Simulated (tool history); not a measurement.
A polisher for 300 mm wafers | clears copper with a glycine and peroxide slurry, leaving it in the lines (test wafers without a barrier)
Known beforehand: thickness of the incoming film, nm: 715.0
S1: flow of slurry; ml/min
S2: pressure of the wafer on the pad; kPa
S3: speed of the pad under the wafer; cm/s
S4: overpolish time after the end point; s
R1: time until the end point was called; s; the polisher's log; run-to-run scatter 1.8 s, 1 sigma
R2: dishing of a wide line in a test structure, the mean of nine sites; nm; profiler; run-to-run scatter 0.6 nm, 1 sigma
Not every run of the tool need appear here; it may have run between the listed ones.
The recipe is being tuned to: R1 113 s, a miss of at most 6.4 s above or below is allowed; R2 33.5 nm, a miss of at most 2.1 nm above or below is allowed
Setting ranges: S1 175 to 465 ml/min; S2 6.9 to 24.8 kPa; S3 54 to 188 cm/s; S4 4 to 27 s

run 1 day=0 | S1=295 S2=15.9 S3=120 S4=14 | R1=139.47 R2=49.814
run 2 day=0.358 | S1=295 S2=15.9 S3=120 S4=12 | R1=134.73 R2=45.117
run 3 day=0.571 | S1=295 S2=15.9 S3=120 S4=17 | R1=135.66 R2=57.987
run 4 day=0.908 | S1=295 S2=17.2 S3=120 S4=17 | R1=126.99 R2=60.953
run 5 day=1.279 | S1=295 S2=20 S3=120 S4=17 | R1=112.87 R2=64.915
run 6 day=1.488 | S1=295 S2=20 S3=120 S4=15 | R1=109.59 R2=60.84
run 7 day=1.608 | S1=280 S2=15.9 S3=132 S4=9 | R1=127.13 R2=37.673
run 8 day=1.883 | S1=280 S2=15.9 S3=134 S4=8 | R1=124.88 R2=34.155

Exactly one of the 5 candidate moves below puts every result within its allowed miss. Which one?
run A day=2.158 | S1=280 S2=13.8 S3=128 S4=9 | R1=? R2=?
run B day=2.158 | S1=345 S2=15.2 S3=126 S4=10 | R1=? R2=?
run C day=2.158 | S1=230 S2=14.5 S3=172 S4=7 | R1=? R2=?
run D day=2.158 | S1=245 S2=15.2 S3=140 S4=8 | R1=? R2=?
run E day=2.158 | S1=345 S2=15.9 S3=122 S4=10 | R1=? R2=?

move=A R1=144.54 R2=33.22
move=B R1=131.84 R2=38.995
move=C R1=111.68 R2=33.174
move=D R1=126.56 R2=33.603
move=E R1=130.52 R2=39.377
A: its largest miss is bigger than the last run's
B: its largest miss is bigger than the last run's
C: meets every target
D: its largest miss is bigger than the last run's
E: its largest miss is bigger than the last run's
Correct choice: C, which meets every target
